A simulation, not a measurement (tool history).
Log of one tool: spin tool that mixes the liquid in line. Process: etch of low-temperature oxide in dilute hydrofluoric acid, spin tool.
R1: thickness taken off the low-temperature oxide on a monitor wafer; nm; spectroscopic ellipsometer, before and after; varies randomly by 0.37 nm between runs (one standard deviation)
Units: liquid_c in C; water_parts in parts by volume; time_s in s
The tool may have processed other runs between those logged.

{"run": 1, "hour": 0.0, "liquid_c": 24, "water_parts": 140, "time_s": 300, "R1": 30.703}
{"run": 2, "hour": 7.2, "liquid_c": 25.5, "water_parts": 130, "time_s": 300, "R1": 36.2}
{"run": 3, "hour": 9.9, "liquid_c": 26.5, "water_parts": 125, "time_s": 300, "R1": 38.544}
{"run": 4, "hour": 10.6, "liquid_c": 26.5, "water_parts": 175, "time_s": 300, "R1": 26.319}
{"run": 5, "hour": 18.0, "liquid_c": 26.5, "water_parts": 175, "time_s": 320, "R1": 28.077}
{"run": 6, "hour": 22.9, "liquid_c": 27.5, "water_parts": 160, "time_s": 320, "R1": 32.124}
{"run": 7, "hour": 27.4, "liquid_c": 28.5, "water_parts": 145, "time_s": 320, "R1": 37.845}
{"run": 8, "hour": 30.7, "liquid_c": 29, "water_parts": 135, "time_s": 320, "R1": 41.903}
{"hour": 34.2, "done": "hydrofluoric acid flow meter replaced"}
{"run": 9, "hour": 34.2, "liquid_c": 29.5, "water_parts": 130, "time_s": 320, "R1": 40.69}
{"run": 10, "hour": 35.1, "liquid_c": 29.5, "water_parts": 120, "time_s": 320, "R1": 45.095}
{"run": 11, "hour": 42.9, "liquid_c": 30, "water_parts": 115, "time_s": 320, "R1": 48.202}

Run 12, settings as shown, results not yet in. Your forecast:
{"run": 12, "hour": 48.7, "liquid_c": 30.5, "water_parts": 110, "time_s": 320, "R1": "?"}

R1: 51.157 nm
